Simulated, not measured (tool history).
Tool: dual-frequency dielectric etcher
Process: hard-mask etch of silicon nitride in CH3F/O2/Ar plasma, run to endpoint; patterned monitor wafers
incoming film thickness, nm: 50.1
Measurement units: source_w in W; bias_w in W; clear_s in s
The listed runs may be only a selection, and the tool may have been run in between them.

run  hour  source_w  bias_w  clear_s
  1   0.0       380      72   73.706
  2   7.9       380      81   70.655
  3  14.3       340      81   73.787
  4  23.0       320      80   75.918
  5  27.1       320      72   79.704
  6  30.7       310      72   79.714
  7  36.4       230      67   94.582
  8  40.3       240      67   92.946

Predict the results of run 9:
     47.8  -- bias power generator calibrated
  9  47.8       250      67        ?

Run 9 produced clear_s 92.124 s.

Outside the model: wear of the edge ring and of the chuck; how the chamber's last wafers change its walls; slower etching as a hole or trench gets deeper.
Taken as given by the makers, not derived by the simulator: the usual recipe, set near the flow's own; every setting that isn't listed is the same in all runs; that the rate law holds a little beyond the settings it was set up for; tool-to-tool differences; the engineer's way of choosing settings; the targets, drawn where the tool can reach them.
